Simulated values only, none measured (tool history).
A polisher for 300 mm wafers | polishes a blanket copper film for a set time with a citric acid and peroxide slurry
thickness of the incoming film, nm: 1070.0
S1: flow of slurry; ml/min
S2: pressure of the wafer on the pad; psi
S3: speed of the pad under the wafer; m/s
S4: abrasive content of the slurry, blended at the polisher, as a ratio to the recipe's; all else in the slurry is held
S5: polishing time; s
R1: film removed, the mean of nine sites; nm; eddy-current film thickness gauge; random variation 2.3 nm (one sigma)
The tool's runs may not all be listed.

run	day	S1	S2	S3	S4	S5	R1
1	0	190	4	0.92	1	44	125.11
2	0.117	190	4	0.92	0.95	44	126.4
3	0.462	190	4	0.92	0.85	44	121.78
4	0.592	190	4	0.92	0.65	44	116.16
5	0.754	190	4	0.78	0.65	44	99.075
6	0.829	190	4.3	0.78	0.65	44	105.9
7	1.004	190	4.5	0.8	0.65	44	113.97
8	1.15	190	4.7	0.8	0.65	44	119.62
9	1.275	190	4.7	0.8	0.65	44	118.14
10	1.508	190	4.9	0.82	0.65	44	127.66
11	1.688	190	5.1	0.82	0.65	44	128.69
12	2.004	190	5.2	0.84	0.65	44	138.11
13	2.117	190	5.3	0.84	0.65	44	140.61
14	2.267	190	5.4	0.84	0.65	44	142.37

The next listed run, before its measurement:
15	2.304	190	5.4	0.84	0.65	44	?

R1: 142.4 nm
